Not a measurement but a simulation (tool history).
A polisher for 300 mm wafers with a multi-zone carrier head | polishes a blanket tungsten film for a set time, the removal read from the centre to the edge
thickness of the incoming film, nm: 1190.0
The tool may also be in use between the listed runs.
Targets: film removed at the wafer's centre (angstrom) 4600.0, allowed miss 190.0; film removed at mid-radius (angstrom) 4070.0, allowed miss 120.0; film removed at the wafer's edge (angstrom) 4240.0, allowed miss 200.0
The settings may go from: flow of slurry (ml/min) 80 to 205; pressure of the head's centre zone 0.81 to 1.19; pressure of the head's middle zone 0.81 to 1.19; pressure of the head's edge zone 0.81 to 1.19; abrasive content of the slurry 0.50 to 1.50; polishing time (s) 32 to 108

| run | day | flow of slurry (ml/min) | pressure of the head's centre zone | pressure of the head's middle zone | pressure of the head's edge zone | abrasive content of the slurry | polishing time (s) | film removed at the wafer's centre (angstrom) | film removed at mid-radius (angstrom) | film removed at the wafer's edge (angstrom) |
|---|---|---|---|---|---|---|---|---|---|---|
| 1 | 0.000 | 135 | 1.00 | 1.00 | 1.00 | 1.00 | 70 | 3621.8 | 3391.4 | 3397.4 |
| 2 | 0.029 | 140 | 1.01 | 1.01 | 1.03 | 1.05 | 70 | 3724.3 | 3488.3 | 3575.0 |
| 3 | 0.188 | 150 | 1.03 | 1.02 | 1.04 | 1.10 | 70 | 3950.9 | 3582.7 | 3524.3 |
| 4 | 0.433 | 150 | 1.03 | 1.02 | 1.06 | 1.15 | 71 | 4063.6 | 3700.5 | 3688.5 |
| 5 | 0.462 | 150 | 1.00 | 1.02 | 1.06 | 1.15 | 71 | 3877.1 | 3656.0 | 3646.5 |
| 6 | 0.758 | 150 | 0.94 | 1.02 | 1.06 | 1.15 | 71 | 3656.7 | 3692.3 | 3626.9 |
| 7 | 0.912 | 150 | 0.96 | 1.02 | 1.08 | 1.20 | 72 | 3788.8 | 3772.0 | 3855.3 |
|  | 0.971 | centre zone pressure recalibrated |
| 8 | 0.971 | 155 | 0.98 | 1.02 | 1.09 | 1.25 | 72 | 3610.3 | 3839.6 | 3924.4 |
| 9 | 1.338 | 160 | 1.01 | 1.02 | 1.10 | 1.25 | 73 | 3871.0 | 3951.6 | 3977.8 |
| 10 | 1.458 | 160 | 1.04 | 1.01 | 1.10 | 1.25 | 74 | 4036.6 | 3952.0 | 3981.7 |
| 11 | 1.754 | 160 | 1.07 | 1.00 | 1.11 | 1.25 | 75 | 4201.1 | 3946.7 | 4107.7 |
| 12 | 1.967 | 160 | 1.08 | 1.00 | 1.11 | 1.25 | 75 | 4231.7 | 3983.2 | 4072.5 |
| 13 | 2.175 | 160 | 1.09 | 0.99 | 1.11 | 1.25 | 75 | 4292.1 | 3932.1 | 4120.4 |
| 14 | 2.454 | 160 | 1.10 | 0.99 | 1.11 | 1.25 | 75 | 4477.0 | 3909.4 | 4106.3 |

5 next moves are on the table. One of them brings every result within its allowed miss. Which?
| A | 2.733 | 180 | 1.03 | 1.09 | 1.15 | 1.35 | 74 | ? | ? | ? |
| B | 2.733 | 185 | 1.01 | 1.11 | 0.98 | 0.90 | 79 | ? | ? | ? |
| C | 2.733 | 130 | 0.96 | 1.00 | 1.19 | 1.35 | 84 | ? | ? | ? |
| D | 2.733 | 160 | 1.05 | 1.00 | 1.13 | 1.35 | 76 | ? | ? | ? |
| E | 2.733 | 165 | 1.06 | 0.95 | 1.02 | 0.90 | 87 | ? | ? | ? |

| move | film removed at the wafer's centre (angstrom) | film removed at mid-radius (angstrom) | film removed at the wafer's edge (angstrom) |
|---|---|---|---|
| A | 4137.4 | 4358.1 | 4307.4 |
| B | 3974.0 | 4335.1 | 3888.7 |
| C | 4057.9 | 4305.9 | 4751.4 |
| D | 4227.9 | 4072.6 | 4321.8 |
| E | 4488.2 | 4100.4 | 4311.9 |
A: takes the result that was furthest off past its target
B: takes the result that was furthest off past its target
C: takes the result that was furthest off past its target
D: brings the result that was furthest off to its target, and leaves another outside
E: meets every target
The right move is E.
